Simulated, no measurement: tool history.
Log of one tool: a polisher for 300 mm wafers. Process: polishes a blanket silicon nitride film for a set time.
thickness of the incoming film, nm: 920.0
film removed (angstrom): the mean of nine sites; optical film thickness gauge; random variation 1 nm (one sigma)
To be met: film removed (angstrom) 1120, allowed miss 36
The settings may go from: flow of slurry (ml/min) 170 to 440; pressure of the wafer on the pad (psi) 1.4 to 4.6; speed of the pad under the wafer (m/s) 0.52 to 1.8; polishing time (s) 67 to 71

| run | hour | flow of slurry (ml/min) | pressure of the wafer on the pad (psi) | speed of the pad under the wafer (m/s) | polishing time (s) | film removed (angstrom) |
|---|---|---|---|---|---|---|
| 1 | 0 | 280 | 3 | 1.16 | 67 | 951.65 |
| 2 | 4.2 | 280 | 3 | 0.92 | 67 | 830.54 |
| 3 | 5.9 | 280 | 3.1 | 0.92 | 67 | 862.8 |
| 4 | 7.1 | 280 | 3.1 | 0.92 | 67 | 850.52 |
| 5 | 15.8 | 280 | 2.4 | 0.92 | 67 | 658.04 |
| 6 | 19.3 | 280 | 3.1 | 0.92 | 67 | 856.65 |
| 7 | 26.4 | 280 | 3.2 | 0.92 | 67 | 862.9 |
| 8 | 34.7 | 280 | 3.3 | 0.92 | 67 | 898.52 |

Which of these 5 next moves meets every target?
| A | 43 | 290 | 3.7 | 1.12 | 71 | ? |
| B | 43 | 285 | 3.9 | 1.02 | 71 | ? |
| C | 43 | 340 | 3.8 | 1.06 | 70 | ? |
| D | 43 | 295 | 4.4 | 0.82 | 68 | ? |
| E | 43 | 295 | 3.2 | 0.66 | 67 | ? |

| move | film removed (angstrom) |
|---|---|
| A | 1225 |
| B | 1210.8 |
| C | 1212.9 |
| D | 1139.8 |
| E | 721.72 |
A: takes the result that was furthest off past its target
B: takes the result that was furthest off past its target
C: takes the result that was furthest off past its target
D: meets every target
E: further off than the last run
Answer: D
